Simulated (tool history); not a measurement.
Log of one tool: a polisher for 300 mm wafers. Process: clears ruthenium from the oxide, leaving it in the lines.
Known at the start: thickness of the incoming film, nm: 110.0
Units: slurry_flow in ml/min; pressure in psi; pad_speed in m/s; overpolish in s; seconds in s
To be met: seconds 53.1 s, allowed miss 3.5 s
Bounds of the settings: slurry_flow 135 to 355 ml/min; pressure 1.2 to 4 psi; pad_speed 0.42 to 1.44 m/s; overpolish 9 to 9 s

{"run": 1, "day": 0.0, "slurry_flow": 225, "pressure": 2.6, "pad_speed": 0.92, "overpolish": 9, "seconds": 79.528}
{"run": 2, "day": 0.2, "slurry_flow": 225, "pressure": 2.6, "pad_speed": 1.14, "overpolish": 9, "seconds": 64.258}
{"run": 3, "day": 0.325, "slurry_flow": 225, "pressure": 2.6, "pad_speed": 0.98, "overpolish": 9, "seconds": 70.226}
{"run": 4, "day": 0.517, "slurry_flow": 225, "pressure": 2.6, "pad_speed": 0.76, "overpolish": 9, "seconds": 92.606}
{"run": 5, "day": 0.646, "slurry_flow": 175, "pressure": 2.6, "pad_speed": 0.76, "overpolish": 9, "seconds": 97.581}
{"run": 6, "day": 0.858, "slurry_flow": 175, "pressure": 2.6, "pad_speed": 0.76, "overpolish": 9, "seconds": 96.057}
{"run": 7, "day": 1.075, "slurry_flow": 175, "pressure": 2.9, "pad_speed": 0.78, "overpolish": 9, "seconds": 83.114}
{"run": 8, "day": 1.338, "slurry_flow": 175, "pressure": 3.1, "pad_speed": 0.78, "overpolish": 9, "seconds": 78.026}
{"run": 9, "day": 1.4, "slurry_flow": 175, "pressure": 3.3, "pad_speed": 0.8, "overpolish": 9, "seconds": 71.821}
{"run": 10, "day": 1.608, "slurry_flow": 175, "pressure": 3.4, "pad_speed": 0.82, "overpolish": 9, "seconds": 67.375}
{"run": 11, "day": 1.679, "slurry_flow": 175, "pressure": 3.5, "pad_speed": 0.82, "overpolish": 9, "seconds": 67.676}
{"run": 12, "day": 1.742, "slurry_flow": 175, "pressure": 3.6, "pad_speed": 0.84, "overpolish": 9, "seconds": 62.552}

4 next moves are on the table. One of them brings every result within its allowed miss. Which?
{"run": "A", "day": 1.804, "slurry_flow": 155, "pressure": 3.2, "pad_speed": 0.94, "overpolish": 9, "seconds": "?"}
{"run": "B", "day": 1.804, "slurry_flow": 180, "pressure": 3.9, "pad_speed": 0.9, "overpolish": 9, "seconds": "?"}
{"run": "C", "day": 1.804, "slurry_flow": 170, "pressure": 3.3, "pad_speed": 0.76, "overpolish": 9, "seconds": "?"}
{"run": "D", "day": 1.804, "slurry_flow": 165, "pressure": 3.8, "pad_speed": 0.78, "overpolish": 9, "seconds": "?"}

move=A seconds=63.221
move=B seconds=53.503
move=C seconds=74.45
move=D seconds=63.466
A: further off than the last run
B: meets every target
C: further off than the last run
D: further off than the last run
Move B is the one to make.
